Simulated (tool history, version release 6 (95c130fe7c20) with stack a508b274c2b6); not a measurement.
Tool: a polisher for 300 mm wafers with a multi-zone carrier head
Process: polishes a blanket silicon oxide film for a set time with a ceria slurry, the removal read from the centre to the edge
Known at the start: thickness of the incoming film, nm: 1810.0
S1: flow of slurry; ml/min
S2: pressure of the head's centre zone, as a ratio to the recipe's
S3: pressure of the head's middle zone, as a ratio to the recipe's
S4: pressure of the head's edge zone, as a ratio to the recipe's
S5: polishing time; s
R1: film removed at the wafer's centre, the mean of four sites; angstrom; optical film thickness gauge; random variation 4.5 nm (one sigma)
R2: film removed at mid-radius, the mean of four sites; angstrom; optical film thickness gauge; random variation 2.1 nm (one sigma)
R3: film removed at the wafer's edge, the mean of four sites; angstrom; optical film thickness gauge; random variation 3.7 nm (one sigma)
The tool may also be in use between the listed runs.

run,hour,S1,S2,S3,S4,S5,R1,R2,R3
1,0,195,1,1,1,45,2563.5,2523,2553.7
2,0.7,195,1,1,1,35,1984.6,1968.4,1982.1
3,2.3,195,1,1.04,1,35,1972.9,2018,1984.5
4,5,205,1.01,1.06,1,38,2186.1,2259.9,2106
5,10,205,1.01,1.06,0.94,38,2213.1,2267,2102.4
6,17.7,205,1.06,1.06,0.94,38,2314.1,2245.8,2107.7
7,20.8,210,1.05,1.07,0.96,40,2409,2424.3,2171.4
8,29.6,155,1,1.05,1.06,53,2878,3006.1,2912.8

Forecast run 9:
9,32.7,170,1,1.06,1.06,53,?,?,?

R1: 2873.2 angstrom
R2: 3029.3 angstrom
R3: 2946.8 angstrom
